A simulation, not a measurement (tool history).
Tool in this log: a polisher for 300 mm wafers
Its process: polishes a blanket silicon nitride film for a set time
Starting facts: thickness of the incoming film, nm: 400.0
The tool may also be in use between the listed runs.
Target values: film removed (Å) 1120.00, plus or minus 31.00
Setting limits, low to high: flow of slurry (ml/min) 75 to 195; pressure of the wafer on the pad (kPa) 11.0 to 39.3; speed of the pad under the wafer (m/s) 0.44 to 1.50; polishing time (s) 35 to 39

| run | hour | flow of slurry (ml/min) | pressure of the wafer on the pad (kPa) | speed of the pad under the wafer (m/s) | polishing time (s) | film removed (Å) |
|---|---|---|---|---|---|---|
| 1 | 0.0 | 125 | 24.8 | 0.96 | 39 | 786.40 |
| 2 | 3.6 | 105 | 24.8 | 0.96 | 39 | 764.37 |
| 3 | 5.7 | 115 | 26.2 | 0.96 | 39 | 805.15 |
| 4 | 11.1 | 90 | 26.2 | 0.96 | 39 | 763.45 |
| 5 | 15.5 | 105 | 27.6 | 0.96 | 39 | 821.97 |
| 6 | 23.5 | 105 | 27.6 | 0.96 | 35 | 737.18 |
| 7 | 28.8 | 105 | 27.6 | 0.96 | 35 | 736.86 |
| 8 | 32.6 | 120 | 29.6 | 0.96 | 35 | 806.65 |
| 9 | 36.4 | 130 | 31.7 | 0.96 | 35 | 868.37 |
| 10 | 40.7 | 140 | 33.1 | 0.96 | 35 | 901.77 |
| 11 | 46.9 | 140 | 39.3 | 0.98 | 35 | 1071.10 |
| 12 | 49.0 | 145 | 39.3 | 0.98 | 35 | 1077.30 |

Of the 4 settings listed for the next run, only one would bring every result within its allowed miss of target. Which one?
| A | 51.1 | 185 | 39.3 | 0.92 | 37 | ? |
| B | 51.1 | 165 | 29.6 | 1.14 | 38 | ? |
| C | 51.1 | 185 | 38.6 | 0.92 | 36 | ? |
| D | 51.1 | 135 | 37.9 | 0.98 | 35 | ? |

| move | film removed (Å) |
|---|---|
| A | 1115.90 |
| B | 1057.90 |
| C | 1069.50 |
| D | 1024.70 |
A: hits every target within its allowed miss
B: misses by more than the last run did
C: misses by more than the last run did
D: misses by more than the last run did
So the answer is move A, the one that meets all the targets.
